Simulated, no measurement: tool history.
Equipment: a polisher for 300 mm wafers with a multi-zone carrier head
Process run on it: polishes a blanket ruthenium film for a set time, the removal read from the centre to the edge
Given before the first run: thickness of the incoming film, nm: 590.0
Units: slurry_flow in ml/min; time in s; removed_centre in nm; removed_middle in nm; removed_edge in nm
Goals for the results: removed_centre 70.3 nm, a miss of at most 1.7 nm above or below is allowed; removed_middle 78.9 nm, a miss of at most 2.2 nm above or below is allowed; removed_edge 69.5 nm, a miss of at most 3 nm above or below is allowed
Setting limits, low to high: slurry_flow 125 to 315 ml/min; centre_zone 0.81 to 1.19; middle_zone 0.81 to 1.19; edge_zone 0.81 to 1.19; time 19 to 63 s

run 1 hour=0 | slurry_flow=205 centre_zone=1 middle_zone=1 edge_zone=1 time=41 | removed_centre=63.069 removed_middle=62.654 removed_edge=62.577
run 2 hour=5.1 | slurry_flow=205 centre_zone=1 middle_zone=1 edge_zone=1 time=49 | removed_centre=75.105 removed_middle=73.874 removed_edge=72.255
run 3 hour=13.2 | slurry_flow=200 centre_zone=0.99 middle_zone=1.03 edge_zone=0.98 time=49 | removed_centre=74.367 removed_middle=76.849 removed_edge=74.124
run 4 hour=14.1 | slurry_flow=200 centre_zone=0.99 middle_zone=1.03 edge_zone=0.98 time=54 | removed_centre=82.724 removed_middle=85.01 removed_edge=79.618
run 5 hour=15.7 | slurry_flow=170 centre_zone=0.99 middle_zone=1.03 edge_zone=0.98 time=54 | removed_centre=81.046 removed_middle=81.376 removed_edge=78.021
run 6 hour=22.4 | slurry_flow=160 centre_zone=0.97 middle_zone=1.04 edge_zone=0.93 time=53 | removed_centre=76.995 removed_middle=81.872 removed_edge=76.892
run 7 hour=27.6 | slurry_flow=160 centre_zone=0.97 middle_zone=1.05 edge_zone=0.9 time=52 | removed_centre=74.987 removed_middle=80.695 removed_edge=73.09
run 8 hour=35.6 | slurry_flow=155 centre_zone=0.96 middle_zone=1.05 edge_zone=0.88 time=52 | removed_centre=74.045 removed_middle=79.109 removed_edge=72.503
run 9 hour=42.2 | slurry_flow=150 centre_zone=0.95 middle_zone=1.06 edge_zone=0.86 time=52 | removed_centre=72.814 removed_middle=80.044 removed_edge=71.703
run 10 hour=46.3 | slurry_flow=145 centre_zone=0.95 middle_zone=1.06 edge_zone=0.85 time=52 | removed_centre=72.7 removed_middle=80.404 removed_edge=70.639

4 candidate next runs follow, results not yet known. Just one meets every target within its allowed miss. Identify it.
run A hour=50.4 | slurry_flow=175 centre_zone=0.9 middle_zone=1.02 edge_zone=0.81 time=52 | removed_centre=? removed_middle=? removed_edge=?
run B hour=50.4 | slurry_flow=200 centre_zone=0.83 middle_zone=1.04 edge_zone=0.85 time=53 | removed_centre=? removed_middle=? removed_edge=?
run C hour=50.4 | slurry_flow=170 centre_zone=1.03 middle_zone=1.09 edge_zone=0.84 time=49 | removed_centre=? removed_middle=? removed_edge=?
run D hour=50.4 | slurry_flow=125 centre_zone=1.06 middle_zone=1.02 edge_zone=0.85 time=51 | removed_centre=? removed_middle=? removed_edge=?

move=A removed_centre=70.341 removed_middle=80.019 removed_edge=69.288
move=B removed_centre=67.238 removed_middle=84.231 removed_edge=72.944
move=C removed_centre=75.678 removed_middle=79.449 removed_edge=66.11
move=D removed_centre=77.449 removed_middle=75.07 removed_edge=67.264
A: in spec on every target
B: takes the result that was furthest off past its target
C: lands further from the targets than the last run did
D: lands further from the targets than the last run did
The right move is A.
